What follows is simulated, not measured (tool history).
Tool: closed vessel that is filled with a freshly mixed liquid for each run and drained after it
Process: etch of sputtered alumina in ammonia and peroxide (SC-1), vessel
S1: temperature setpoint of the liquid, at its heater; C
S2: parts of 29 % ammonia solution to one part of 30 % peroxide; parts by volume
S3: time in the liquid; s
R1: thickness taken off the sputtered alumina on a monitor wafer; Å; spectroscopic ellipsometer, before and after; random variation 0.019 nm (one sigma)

run  hour    S1    S2   S3      R1
  1     0    59   0.9  185   158.8
  2   6.6    57   0.8  180  137.46
  3  13.4    55  0.75  175  120.36
  4  19.9    55   0.5  175  115.43
  5  22.7  53.5  0.45  170  102.49
  6  31.1    52   0.4  170  93.512
  7  39.3    52   0.4  170  93.571

Run 8 comes next. What will it give?
  8  44.4  51  0.4  170   ?

{"run 8": {"R1": 88.508}}
